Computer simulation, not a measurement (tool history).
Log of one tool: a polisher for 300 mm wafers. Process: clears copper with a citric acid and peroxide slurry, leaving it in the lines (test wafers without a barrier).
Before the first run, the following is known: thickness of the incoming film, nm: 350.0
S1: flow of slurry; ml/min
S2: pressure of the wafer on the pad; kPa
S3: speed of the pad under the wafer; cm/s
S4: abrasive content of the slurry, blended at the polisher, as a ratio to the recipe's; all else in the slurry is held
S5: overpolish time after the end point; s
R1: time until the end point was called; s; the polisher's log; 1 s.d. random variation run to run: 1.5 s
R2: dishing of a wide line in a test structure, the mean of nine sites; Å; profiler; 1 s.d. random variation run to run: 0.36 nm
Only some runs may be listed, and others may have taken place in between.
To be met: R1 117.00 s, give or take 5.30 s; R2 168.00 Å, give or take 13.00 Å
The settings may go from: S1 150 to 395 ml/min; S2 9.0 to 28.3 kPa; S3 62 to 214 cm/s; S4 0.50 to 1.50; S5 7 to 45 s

run  hour   S1    S2   S3    S4  S5      R1      R2
  1   0.0  250  18.6  138  1.00  23  146.68  388.06
  2   2.5  250  18.6  142  1.00  21  143.51  361.89
  3  10.9  245  18.6  148  0.95  19  139.19  350.72
  4  16.8  265  17.9  150  1.05  17  139.36  313.16
  5  19.0  265  17.9  174  1.05  17  120.14  355.46
  6  22.4  285  17.2  178  1.10  16  118.47  330.98
  7  31.2  300  16.5  182  1.15  15  119.92  321.30
  8  36.5  315  15.9  186  1.20  14  121.84  302.96
  9  41.3  325  15.2  190  1.25  13  124.00  273.26
 10  48.9  335  14.5  194  1.30  12  126.27  250.67
 11  51.1  345  14.5  196  1.35  11  121.49  245.17
 12  60.1  350  14.5  198  1.35  10  122.45  222.90
 13  62.8  355  14.5  198  1.35  10  121.02  223.92
 14  65.1  360  14.5  196  1.35  10  124.06  225.26
 15  69.1  365  14.5  198  1.35  10  122.07  220.89
 16  74.3  370  14.5  198  1.35  10  121.06  217.05
 17  82.2  395  12.4  210  1.35   7  133.96  142.78

Pick the move, out of 5, that brings all results within their allowed miss; only one does.
  A  90.1  395  12.4  194  1.40   8   ?   ?
  B  90.1  355  15.2  178  1.35   8   ?   ?
  C  90.1  395  13.8  214  1.35   7   ?   ?
  D  90.1  390  13.8  212  1.35   9   ?   ?
  E  90.1  375  11.0  212  1.50   9   ?   ?

move      R1      R2
   A  141.31  152.57
   B  128.43  167.45
   C  116.78  161.23
   D  117.96  200.96
   E  143.86  166.71
A: moves away from the targets compared with the last run
B: moves toward the targets from the last run without getting all of them in spec
C: all results in spec
D: the furthest-off result lands on target, but another misses its tolerance
E: moves away from the targets compared with the last run
C meets every target.
